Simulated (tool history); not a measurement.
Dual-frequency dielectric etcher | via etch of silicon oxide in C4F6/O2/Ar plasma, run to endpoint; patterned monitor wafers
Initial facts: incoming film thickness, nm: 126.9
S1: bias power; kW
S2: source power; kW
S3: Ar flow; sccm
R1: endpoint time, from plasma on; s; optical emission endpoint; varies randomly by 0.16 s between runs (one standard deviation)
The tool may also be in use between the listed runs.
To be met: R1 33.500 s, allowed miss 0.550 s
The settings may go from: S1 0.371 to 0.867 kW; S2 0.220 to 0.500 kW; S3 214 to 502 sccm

| run | hour | S1 | S2 | S3 | R1 |
|---|---|---|---|---|---|
| 1 | 0.0 | 0.619 | 0.360 | 358 | 28.517 |
| 2 | 3.5 | 0.575 | 0.360 | 359 | 29.501 |
| 3 | 9.8 | 0.575 | 0.360 | 331 | 29.224 |
| 4 | 13.0 | 0.539 | 0.360 | 331 | 29.969 |
| 5 | 19.5 | 0.510 | 0.360 | 331 | 30.348 |
| 6 | 25.6 | 0.570 | 0.360 | 331 | 29.235 |
| 7 | 30.5 | 0.534 | 0.360 | 332 | 29.907 |
| 8 | 36.2 | 0.505 | 0.360 | 333 | 30.384 |
| 9 | 43.9 | 0.481 | 0.350 | 334 | 31.275 |
| 10 | 45.6 | 0.462 | 0.350 | 334 | 31.927 |
| 11 | 54.0 | 0.450 | 0.350 | 334 | 32.323 |
| 12 | 55.8 | 0.441 | 0.350 | 334 | 32.495 |
| 13 | 59.1 | 0.433 | 0.350 | 334 | 32.906 |
| 14 | 61.0 | 0.429 | 0.350 | 334 | 32.554 |

5 candidate next runs follow, results not yet known. Just one meets every target within its allowed miss. Identify it.
| A | 62.9 | 0.436 | 0.340 | 376 | ? |
| B | 62.9 | 0.421 | 0.300 | 362 | ? |
| C | 62.9 | 0.467 | 0.280 | 415 | ? |
| D | 62.9 | 0.371 | 0.330 | 341 | ? |
| E | 62.9 | 0.371 | 0.350 | 379 | ? |

| move | R1 |
|---|---|
| A | 33.442 |
| B | 34.756 |
| C | 34.652 |
| D | 35.222 |
| E | 35.200 |
A: hits every target within its allowed miss
B: the result that was furthest off in the last run now lies on the other side of its target
C: the result that was furthest off in the last run now lies on the other side of its target
D: the result that was furthest off in the last run now lies on the other side of its target
E: the result that was furthest off in the last run now lies on the other side of its target
Move A is the one to make.
